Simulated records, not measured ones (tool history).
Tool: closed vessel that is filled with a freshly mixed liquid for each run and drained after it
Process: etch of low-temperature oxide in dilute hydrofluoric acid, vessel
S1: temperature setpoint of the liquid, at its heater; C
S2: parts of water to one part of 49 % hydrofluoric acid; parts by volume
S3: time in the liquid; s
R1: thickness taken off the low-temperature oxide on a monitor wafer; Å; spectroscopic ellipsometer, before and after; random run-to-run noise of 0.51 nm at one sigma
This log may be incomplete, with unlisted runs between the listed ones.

run 1 hour=0 | S1=25 S2=205 S3=735 | R1=521.71
run 2 hour=5 | S1=25 S2=205 S3=735 | R1=526.08
run 3 hour=7.3 | S1=26.5 S2=175 S3=735 | R1=671.73
run 4 hour=13.3 | S1=26.5 S2=175 S3=735 | R1=672.38
run 5 hour=16.1 | S1=23 S2=175 S3=735 | R1=589.05
run 6 hour=20.5 | S1=23 S2=105 S3=735 | R1=1068.4

Run 7, settings as shown, results not yet in. Your forecast:
run 7 hour=24.6 | S1=27 S2=105 S3=735 | R1=?

{"run 7": {"R1": 1241.3}}
